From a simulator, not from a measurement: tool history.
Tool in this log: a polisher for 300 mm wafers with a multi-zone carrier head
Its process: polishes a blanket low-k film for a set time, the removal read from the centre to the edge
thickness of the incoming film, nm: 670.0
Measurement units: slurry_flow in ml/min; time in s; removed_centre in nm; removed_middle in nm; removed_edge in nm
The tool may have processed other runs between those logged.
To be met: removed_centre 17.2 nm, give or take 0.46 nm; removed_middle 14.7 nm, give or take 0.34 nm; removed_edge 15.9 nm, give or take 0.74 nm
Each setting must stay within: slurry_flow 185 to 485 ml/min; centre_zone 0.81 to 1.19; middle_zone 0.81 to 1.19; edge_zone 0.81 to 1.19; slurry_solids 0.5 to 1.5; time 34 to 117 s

run    day  slurry_flow  centre_zone  middle_zone  edge_zone  slurry_solids  time  removed_centre  removed_middle  removed_edge
  1      0          310            1            1          1              1    75            31.4          30.159        29.035
  2  0.229          370            1            1          1              1    75          31.877          30.657        30.266
  3  0.496          345         0.99         0.95       0.97           0.85    68          26.113          24.196        24.595
  4  0.717          345         0.99         0.95       0.97           0.85    81          31.071          28.866        29.074
  5  0.921          305         0.99         0.95       0.97           0.85    81          30.899          28.792        29.524
  6  1.067          305         0.99         0.95       0.97              1    81          33.346          31.166        32.327
  7  1.371          300         0.99         0.92       0.95           0.85    73           27.21          25.009        25.629
  8  1.412          305         0.99         0.89       0.95           0.75    67          23.078          21.058         22.14
  9  1.525          315            1         0.87       0.94           0.65    63          19.939          17.344         18.28

5 next moves are on the table. One of them brings every result within its allowed miss. Which?
  A  1.638          445         1.08         1.16       0.81           0.75    47               ?               ?             ?
  B  1.638          255         1.06         1.02       0.83           0.85    53               ?               ?             ?
  C  1.638          315         0.95         0.82       0.84            0.6    59               ?               ?             ?
  D  1.638          345         1.15         1.14       0.81            0.7    61               ?               ?             ?
  E  1.638          325         0.91         0.89       0.88           0.75    51               ?               ?             ?

move  removed_centre  removed_middle  removed_edge
   A          17.953           18.71        14.463
   B          20.665          19.604        17.269
   C           17.44          14.683        15.557
   D          22.692          22.481        17.716
   E           17.25          15.896        16.016
A: its largest miss is bigger than the last run's
B: its largest miss is bigger than the last run's
C: every result within its allowed miss
D: its largest miss is bigger than the last run's
E: moves toward the targets from the last run without getting all of them in spec
The right move is C.
